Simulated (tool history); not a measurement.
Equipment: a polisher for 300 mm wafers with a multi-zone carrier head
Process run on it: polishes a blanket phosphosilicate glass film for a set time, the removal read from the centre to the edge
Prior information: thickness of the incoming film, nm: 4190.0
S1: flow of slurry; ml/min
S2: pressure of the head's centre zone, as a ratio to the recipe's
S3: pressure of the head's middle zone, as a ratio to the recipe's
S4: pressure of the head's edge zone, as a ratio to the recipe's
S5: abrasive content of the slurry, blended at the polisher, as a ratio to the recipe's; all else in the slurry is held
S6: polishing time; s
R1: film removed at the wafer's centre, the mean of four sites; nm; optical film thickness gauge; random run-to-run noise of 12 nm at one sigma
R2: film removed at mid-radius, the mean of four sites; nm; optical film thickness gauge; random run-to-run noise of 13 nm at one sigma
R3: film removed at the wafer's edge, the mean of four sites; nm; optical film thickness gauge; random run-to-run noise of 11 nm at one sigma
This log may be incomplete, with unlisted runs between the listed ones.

| run | hour | S1 | S2 | S3 | S4 | S5 | S6 | R1 | R2 | R3 |
|---|---|---|---|---|---|---|---|---|---|---|
| 1 | 0 | 145 | 1 | 1 | 1 | 1 | 83 | 937.9 | 893.5 | 869.07 |
| 2 | 1.9 | 155 | 1 | 1 | 1.05 | 1.15 | 83 | 1008 | 978.23 | 971.85 |
| 3 | 3 | 165 | 1.02 | 1 | 1.09 | 1.2 | 83 | 1067.1 | 1020.6 | 1008.5 |
| 4 | 6.4 | 165 | 1.06 | 1 | 1.09 | 1.2 | 83 | 1101.2 | 1004.6 | 1007.7 |
| 5 | 10.2 | 165 | 1.06 | 1 | 1.09 | 1.2 | 69 | 913.59 | 836.82 | 833.14 |
|  | 17 | edge zone pressure recalibrated |
| 6 | 17 | 165 | 1.06 | 1 | 1.09 | 1.2 | 61 | 805.07 | 733.97 | 771.23 |
| 7 | 20.6 | 170 | 1.05 | 0.99 | 1.12 | 1.3 | 67 | 914.38 | 830.5 | 882.87 |
| 8 | 27.1 | 175 | 1.05 | 1 | 1.14 | 1.35 | 71 | 976.09 | 924.18 | 976.94 |

Run 9 is up next; what results do you expect?
| 9 | 32.1 | 185 | 1.07 | 1.01 | 1.15 | 1.4 | 73 | ? | ? | ? |

Logged for run 9: R1 1058.3 nm, R2 958.02 nm, R3 1023.9 nm.
